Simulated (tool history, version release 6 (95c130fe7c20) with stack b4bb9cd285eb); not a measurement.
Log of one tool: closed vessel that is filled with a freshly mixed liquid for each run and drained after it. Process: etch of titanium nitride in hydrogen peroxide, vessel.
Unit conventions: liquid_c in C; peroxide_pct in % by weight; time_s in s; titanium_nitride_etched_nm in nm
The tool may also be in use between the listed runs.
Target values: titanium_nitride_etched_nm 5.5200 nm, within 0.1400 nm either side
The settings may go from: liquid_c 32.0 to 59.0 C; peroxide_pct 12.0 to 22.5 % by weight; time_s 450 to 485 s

run  hour  liquid_c  peroxide_pct  time_s  titanium_nitride_etched_nm
  1   0.0      43.0          15.5     450                      9.3102
  2   6.5      43.0          14.0     450                      8.9914
  3  10.7      43.0          12.0     450                      8.7095
  4  18.6      42.0          12.0     450                      8.1150
  5  26.8      42.0          12.0     485                      8.7720
  6  29.8      41.0          12.0     485                      8.1049
     35.4  -- new drum of peroxide connected
  7  35.4      40.5          12.0     485                      7.9015
  8  43.9      40.0          12.0     485                      7.6722
  9  48.0      39.5          12.0     485                      7.2819
 10  49.6      39.0          12.0     485                      7.0586
 11  53.7      38.5          12.0     485                      6.7691
 12  57.2      38.0          12.0     485                      6.5624
 13  60.8      37.5          12.0     485                      6.3237
 14  66.7      36.5          12.0     485                      5.7344

Below are 5 possible settings for the next run. Only one of them brings all results inside the allowed miss of their targets. Which is it?
  A  72.6      36.5          12.5     485                           ?
  B  72.6      36.0          12.0     475                           ?
  C  72.6      37.0          13.0     455                           ?
  D  72.6      37.0          12.0     485                           ?
  E  72.6      37.0          13.0     485                           ?

move  titanium_nitride_etched_nm
   A                      5.8473
   B                      5.4588
   C                      5.7522
   D                      6.0299
   E                      6.1315
A: further off than the last run
B: hits every target within its allowed miss
C: further off than the last run
D: further off than the last run
E: further off than the last run
B is the move that brings every result within its allowed miss.
